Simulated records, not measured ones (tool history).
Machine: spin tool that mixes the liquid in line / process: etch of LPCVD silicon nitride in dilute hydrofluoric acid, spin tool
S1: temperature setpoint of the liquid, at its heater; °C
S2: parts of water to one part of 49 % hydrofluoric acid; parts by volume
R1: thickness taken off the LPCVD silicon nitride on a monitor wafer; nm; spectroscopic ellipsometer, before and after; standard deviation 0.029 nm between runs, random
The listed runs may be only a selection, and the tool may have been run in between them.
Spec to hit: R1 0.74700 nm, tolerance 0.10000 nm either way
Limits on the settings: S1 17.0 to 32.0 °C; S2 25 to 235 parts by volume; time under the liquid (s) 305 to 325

Run 1, hour 0.0: S1 24.0 °C, S2 130 parts by volume, time under the liquid (s) 305. Result: R1 1.39690 nm.
Run 2, hour 1.3: S1 23.0 °C, S2 140 parts by volume, time under the liquid (s) 305. Result: R1 1.19020 nm.
Run 3, hour 8.0: S1 22.5 °C, S2 145 parts by volume, time under the liquid (s) 305. Result: R1 1.11440 nm.
Run 4, hour 12.7: S1 22.0 °C, S2 150 parts by volume, time under the liquid (s) 305. Result: R1 1.03360 nm.
Run 5, hour 18.0: S1 22.0 °C, S2 135 parts by volume, time under the liquid (s) 305. Result: R1 1.12060 nm.
Run 6, hour 25.1: S1 22.0 °C, S2 100 parts by volume, time under the liquid (s) 305. Result: R1 1.51720 nm.
Run 7, hour 32.9: S1 21.5 °C, S2 110 parts by volume, time under the liquid (s) 305. Result: R1 1.35850 nm.
Run 8, hour 41.8: S1 21.0 °C, S2 120 parts by volume, time under the liquid (s) 305. Result: R1 1.19150 nm.
Run 9, hour 44.8: S1 20.5 °C, S2 125 parts by volume, time under the liquid (s) 305. Result: R1 1.08130 nm.
Run 10, hour 48.0: S1 20.0 °C, S2 130 parts by volume, time under the liquid (s) 305. Result: R1 1.05430 nm.
Run 11, hour 50.8: S1 19.5 °C, S2 135 parts by volume, time under the liquid (s) 305. Result: R1 0.95527 nm.
Run 12, hour 59.4: S1 19.0 °C, S2 140 parts by volume, time under the liquid (s) 305. Result: R1 0.89173 nm.

4 candidate next runs follow, results not yet known. Just one meets every target within its allowed miss. Identify it.
Run A, hour 68.0: S1 17.5 °C, S2 145 parts by volume, time under the liquid (s) 305. Result: R1 ?.
Run B, hour 68.0: S1 19.0 °C, S2 140 parts by volume, time under the liquid (s) 325. Result: R1 ?.
Run C, hour 68.0: S1 18.0 °C, S2 225 parts by volume, time under the liquid (s) 305. Result: R1 ?.
Run D, hour 68.0: S1 17.0 °C, S2 210 parts by volume, time under the liquid (s) 305. Result: R1 ?.

move       R1
   A  0.77713
   B  0.94871
   C  0.52645
   D  0.52612
A: all results in spec
B: the biggest miss grows against the last run
C: pushes the last run's worst result past its target
D: pushes the last run's worst result past its target
Go with A: it meets all targets.
